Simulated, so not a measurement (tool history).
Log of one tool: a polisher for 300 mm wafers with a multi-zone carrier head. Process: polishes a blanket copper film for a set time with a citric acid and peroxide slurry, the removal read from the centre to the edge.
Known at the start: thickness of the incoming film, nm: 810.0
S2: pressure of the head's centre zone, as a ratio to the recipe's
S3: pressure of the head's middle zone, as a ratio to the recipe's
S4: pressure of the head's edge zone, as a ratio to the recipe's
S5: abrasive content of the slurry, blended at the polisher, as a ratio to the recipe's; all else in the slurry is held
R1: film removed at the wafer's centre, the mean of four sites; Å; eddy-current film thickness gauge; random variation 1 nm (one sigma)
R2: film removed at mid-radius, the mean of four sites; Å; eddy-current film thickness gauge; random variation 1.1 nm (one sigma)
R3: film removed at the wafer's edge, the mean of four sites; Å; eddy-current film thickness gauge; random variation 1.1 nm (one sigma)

Run 1, hour 0.0: flow of slurry (ml/min) 245, S2 1.00, S3 1.00, S4 1.00, S5 1.00, polishing time (s) 38. Result: R1 1349.4 Å, R2 1363.1 Å, R3 1331.9 Å.
Run 2, hour 3.7: flow of slurry (ml/min) 245, S2 0.99, S3 1.00, S4 0.99, S5 0.95, polishing time (s) 37. Result: R1 1285.1 Å, R2 1312.0 Å, R3 1297.7 Å.
Run 3, hour 4.4: flow of slurry (ml/min) 245, S2 0.99, S3 1.01, S4 0.98, S5 0.90, polishing time (s) 36. Result: R1 1225.1 Å, R2 1274.5 Å, R3 1217.1 Å.
Run 4, hour 5.7: flow of slurry (ml/min) 245, S2 0.99, S3 1.01, S4 0.93, S5 0.90, polishing time (s) 36. Result: R1 1222.7 Å, R2 1258.7 Å, R3 1197.5 Å.
Run 5, hour 10.0: flow of slurry (ml/min) 245, S2 0.99, S3 1.01, S4 0.87, S5 0.90, polishing time (s) 36. Result: R1 1245.0 Å, R2 1262.0 Å, R3 1150.8 Å.
Run 6, hour 13.0: flow of slurry (ml/min) 245, S2 0.99, S3 1.01, S4 0.81, S5 0.90, polishing time (s) 36. Result: R1 1223.8 Å, R2 1259.1 Å, R3 1133.1 Å.
Run 7, hour 17.3: flow of slurry (ml/min) 245, S2 0.98, S3 1.01, S4 0.81, S5 0.85, polishing time (s) 35. Result: R1 1179.5 Å, R2 1232.4 Å, R3 1082.5 Å.

Run 8 comes next. What will it give?
Run 8, hour 19.6: flow of slurry (ml/min) 245, S2 0.97, S3 1.00, S4 0.81, S5 0.80, polishing time (s) 35. Result: R1 ?, R2 ?, R3 ?.

R1: 1141.6 Å
R2: 1176.0 Å
R3: 1081.3 Å

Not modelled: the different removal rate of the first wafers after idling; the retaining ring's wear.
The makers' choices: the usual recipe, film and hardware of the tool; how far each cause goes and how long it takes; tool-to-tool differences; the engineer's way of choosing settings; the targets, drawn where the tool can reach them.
